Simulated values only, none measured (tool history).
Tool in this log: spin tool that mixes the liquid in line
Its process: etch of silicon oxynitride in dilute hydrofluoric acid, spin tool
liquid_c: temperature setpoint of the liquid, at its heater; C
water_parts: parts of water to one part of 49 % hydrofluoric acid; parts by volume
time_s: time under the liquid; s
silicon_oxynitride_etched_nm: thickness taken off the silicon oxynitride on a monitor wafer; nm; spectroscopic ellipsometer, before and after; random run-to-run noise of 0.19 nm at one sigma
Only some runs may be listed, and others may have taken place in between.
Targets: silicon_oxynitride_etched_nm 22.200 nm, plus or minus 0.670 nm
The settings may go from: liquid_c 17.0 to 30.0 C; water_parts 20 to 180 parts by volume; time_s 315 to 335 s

run,hour,liquid_c,water_parts,time_s,silicon_oxynitride_etched_nm
1,0.0,22.0,100,315,7.777
2,5.3,23.5,85,315,10.120
3,8.3,25.0,75,315,12.111
4,12.7,21.5,75,315,10.364
5,15.9,21.5,75,315,10.214
6,21.9,23.5,70,315,12.131
7,27.7,25.0,65,315,14.085
8,29.8,26.0,60,315,15.989
9,36.7,27.0,60,315,16.963

Exactly one of the 4 candidate moves below puts every result within its allowed miss. Which one?
A,43.6,25.5,40,335,?
B,43.6,27.5,50,335,?
C,43.6,24.0,70,335,?
D,43.6,24.0,70,315,?

move,silicon_oxynitride_etched_nm
A,25.913
B,22.621
C,13.426
D,12.624
A: the result that was furthest off in the last run now lies on the other side of its target
B: in spec on every target
C: moves away from the targets compared with the last run
D: moves away from the targets compared with the last run
The move that meets every target is B.
